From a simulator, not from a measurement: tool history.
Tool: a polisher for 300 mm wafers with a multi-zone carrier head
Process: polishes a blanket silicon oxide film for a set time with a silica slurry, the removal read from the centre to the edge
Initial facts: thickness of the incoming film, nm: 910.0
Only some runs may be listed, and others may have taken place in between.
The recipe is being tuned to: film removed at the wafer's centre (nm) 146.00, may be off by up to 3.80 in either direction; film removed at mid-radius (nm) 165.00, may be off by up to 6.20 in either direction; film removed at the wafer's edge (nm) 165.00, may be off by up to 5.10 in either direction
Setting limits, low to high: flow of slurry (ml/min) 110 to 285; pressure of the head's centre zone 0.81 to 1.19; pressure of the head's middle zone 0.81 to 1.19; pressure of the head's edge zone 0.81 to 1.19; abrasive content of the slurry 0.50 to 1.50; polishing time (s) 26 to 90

run,hour,flow of slurry (ml/min),pressure of the head's centre zone,pressure of the head's middle zone,pressure of the head's edge zone,abrasive content of the slurry,polishing time (s),film removed at the wafer's centre (nm),film removed at mid-radius (nm),film removed at the wafer's edge (nm)
1,0.0,180,1.00,1.00,1.00,1.00,58,164.38,169.47,166.32
2,7.8,180,1.00,1.00,1.00,1.00,51,144.42,147.95,150.09
3,13.9,185,0.99,1.01,1.02,1.00,51,143.45,149.02,150.58
4,17.1,185,0.99,1.01,1.06,1.00,51,143.99,149.82,151.26
5,20.3,190,0.98,1.01,1.07,1.00,51,141.36,148.44,153.86
6,23.4,195,0.98,1.02,1.08,1.00,51,143.79,152.23,155.39
7,26.8,200,0.97,1.03,1.09,1.00,51,142.50,153.70,157.25
8,35.5,205,0.97,1.04,1.09,1.00,51,144.01,155.53,155.41

5 next moves are on the table. One of them brings every result within its allowed miss. Which?
A,44.2,190,1.11,1.07,1.07,0.85,50,?,?,?
B,44.2,185,1.01,1.02,1.06,1.10,49,?,?,?
C,44.2,215,1.05,1.14,1.12,1.00,47,?,?,?
D,44.2,180,0.94,1.05,1.07,1.20,51,?,?,?
E,44.2,260,0.94,0.82,1.19,1.15,50,?,?,?

move,film removed at the wafer's centre (nm),film removed at mid-radius (nm),film removed at the wafer's edge (nm)
A,148.42,143.97,139.11
B,146.47,150.25,150.69
C,144.43,156.04,145.25
D,145.93,165.06,162.37
E,148.99,136.47,172.45
A: lands further from the targets than the last run did
B: lands further from the targets than the last run did
C: lands further from the targets than the last run did
D: every result within its allowed miss
E: the result that was furthest off in the last run now lies on the other side of its target
Answer: D

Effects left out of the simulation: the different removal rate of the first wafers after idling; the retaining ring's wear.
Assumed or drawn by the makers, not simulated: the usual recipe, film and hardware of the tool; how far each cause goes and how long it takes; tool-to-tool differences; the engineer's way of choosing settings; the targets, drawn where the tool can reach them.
